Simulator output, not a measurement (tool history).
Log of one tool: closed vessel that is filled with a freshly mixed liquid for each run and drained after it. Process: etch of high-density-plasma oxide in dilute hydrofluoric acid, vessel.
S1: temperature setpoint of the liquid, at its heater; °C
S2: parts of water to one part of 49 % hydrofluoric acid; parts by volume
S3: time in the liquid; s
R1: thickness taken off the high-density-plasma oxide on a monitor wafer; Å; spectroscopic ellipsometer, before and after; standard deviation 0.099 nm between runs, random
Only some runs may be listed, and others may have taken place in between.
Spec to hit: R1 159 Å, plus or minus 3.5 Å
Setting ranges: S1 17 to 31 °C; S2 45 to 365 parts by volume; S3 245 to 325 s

run	day	S1	S2	S3	R1
1	0	23	205	325	104.63
2	0.175	23	175	325	128.09
3	0.458	23	175	245	96.517
4	0.688	23	175	245	95.959
5	1.062	23	210	245	76.782
6	1.146	25.5	190	245	94.607
7	1.429	27	165	245	118.89
8	1.612	28	155	245	132.4
9	1.796	29	150	245	144.81
10	2.088	29.5	150	245	146.91
11	2.375	30	150	245	150.33
# day 2.454: thermometer replaced
12	2.454	31	145	245	146.27
13	2.5	31	145	245	147.23
14	2.708	31	140	245	152.22
15	2.829	31	130	245	167.69
16	3.025	30.5	130	245	164.81
17	3.196	30.5	130	245	165.6

Which one of the following 5 next-run settings gets every result inside its allowed miss? There is exactly one.
A	3.367	29.5	135	245	?
B	3.367	28.5	130	245	?
C	3.367	30.5	170	310	?
D	3.367	31	135	245	?
E	3.367	29.5	160	300	?

move	R1
A	153.27
B	154.42
C	152.5
D	161.85
E	153.29
A: the result that was furthest off in the last run now lies on the other side of its target
B: the result that was furthest off in the last run now lies on the other side of its target
C: the result that was furthest off in the last run now lies on the other side of its target
D: in spec on every target
E: the result that was furthest off in the last run now lies on the other side of its target
Answer: D
